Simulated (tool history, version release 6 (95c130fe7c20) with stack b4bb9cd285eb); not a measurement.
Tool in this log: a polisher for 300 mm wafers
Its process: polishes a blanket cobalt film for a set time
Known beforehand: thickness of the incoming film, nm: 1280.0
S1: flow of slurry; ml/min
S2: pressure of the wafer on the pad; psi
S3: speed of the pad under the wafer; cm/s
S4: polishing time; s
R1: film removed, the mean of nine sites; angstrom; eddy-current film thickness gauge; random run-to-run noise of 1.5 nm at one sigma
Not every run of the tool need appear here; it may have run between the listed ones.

{"run": 1, "day": 0.0, "S1": 230, "S2": 2.2, "S3": 84, "S4": 49, "R1": 2308.2}
{"run": 2, "day": 0.233, "S1": 255, "S2": 2.2, "S3": 84, "S4": 49, "R1": 2326.1}
{"run": 3, "day": 0.325, "S1": 255, "S2": 2.4, "S3": 84, "S4": 49, "R1": 2472.9}
{"run": 4, "day": 0.608, "S1": 255, "S2": 2.1, "S3": 84, "S4": 49, "R1": 2266.6}
{"run": 5, "day": 0.75, "S1": 250, "S2": 1.9, "S3": 84, "S4": 49, "R1": 2050.1}
{"run": 6, "day": 0.962, "S1": 250, "S2": 1.3, "S3": 84, "S4": 49, "R1": 1545.1}

Estimate the outcome of run 7 from the log above:
{"run": 7, "day": 1.012, "S1": 255, "S2": 1.4, "S3": 84, "S4": 49, "R1": "?"}

R1: 1629.6 angstrom

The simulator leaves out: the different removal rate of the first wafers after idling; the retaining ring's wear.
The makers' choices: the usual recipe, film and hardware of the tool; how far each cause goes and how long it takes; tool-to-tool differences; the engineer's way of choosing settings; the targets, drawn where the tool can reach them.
